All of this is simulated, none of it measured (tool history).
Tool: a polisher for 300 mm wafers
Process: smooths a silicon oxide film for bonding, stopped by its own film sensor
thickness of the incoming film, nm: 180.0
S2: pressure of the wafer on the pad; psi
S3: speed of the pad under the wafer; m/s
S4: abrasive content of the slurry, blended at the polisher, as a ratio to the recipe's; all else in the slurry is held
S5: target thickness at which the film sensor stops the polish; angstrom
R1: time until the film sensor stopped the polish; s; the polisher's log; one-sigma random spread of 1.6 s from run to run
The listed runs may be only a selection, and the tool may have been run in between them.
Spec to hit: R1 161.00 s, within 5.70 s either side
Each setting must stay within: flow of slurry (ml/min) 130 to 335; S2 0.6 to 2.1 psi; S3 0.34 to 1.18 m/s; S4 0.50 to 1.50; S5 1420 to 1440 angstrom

run 1 day=0.000 | flow_of_slurry_(ml/min)=215 S2=1.3 S3=0.76 S4=1.00 S5=1440 | R1=109.86
run 2 day=0.283 | flow_of_slurry_(ml/min)=215 S2=1.1 S3=0.76 S4=1.00 S5=1440 | R1=127.94
run 3 day=0.433 | flow_of_slurry_(ml/min)=215 S2=1.1 S3=0.70 S4=1.00 S5=1440 | R1=135.39
run 4 day=0.650 | flow_of_slurry_(ml/min)=215 S2=1.1 S3=0.76 S4=1.00 S5=1440 | R1=127.95
run 5 day=0.925 | flow_of_slurry_(ml/min)=215 S2=1.0 S3=0.76 S4=1.00 S5=1440 | R1=137.82
run 6 day=0.988 | flow_of_slurry_(ml/min)=215 S2=1.2 S3=0.76 S4=1.00 S5=1440 | R1=118.47
run 7 day=1.217 | flow_of_slurry_(ml/min)=215 S2=1.1 S3=0.76 S4=1.00 S5=1440 | R1=124.83
run 8 day=1.567 | flow_of_slurry_(ml/min)=215 S2=1.0 S3=0.76 S4=1.00 S5=1440 | R1=134.76
run 9 day=1.729 | flow_of_slurry_(ml/min)=210 S2=0.7 S3=0.76 S4=1.00 S5=1440 | R1=184.63
run 10 day=1.796 | flow_of_slurry_(ml/min)=225 S2=0.7 S3=0.76 S4=1.00 S5=1440 | R1=181.81

Below are 4 possible settings for the next run. Only one of them brings all results inside the allowed miss of their targets. Which is it?
run A day=1.862 | flow_of_slurry_(ml/min)=190 S2=0.8 S3=0.86 S4=1.10 S5=1440 | R1=?
run B day=1.862 | flow_of_slurry_(ml/min)=265 S2=0.8 S3=0.88 S4=1.00 S5=1430 | R1=?
run C day=1.862 | flow_of_slurry_(ml/min)=220 S2=1.5 S3=0.46 S4=0.85 S5=1440 | R1=?
run D day=1.862 | flow_of_slurry_(ml/min)=235 S2=1.1 S3=0.68 S4=0.85 S5=1440 | R1=?

move=A R1=142.87
move=B R1=146.85
move=C R1=159.43
move=D R1=150.78
A: moves the result that the last run missed by most past its target, out the other side
B: moves the result that the last run missed by most past its target, out the other side
C: each result inside its tolerance
D: moves the result that the last run missed by most past its target, out the other side
Answer: C
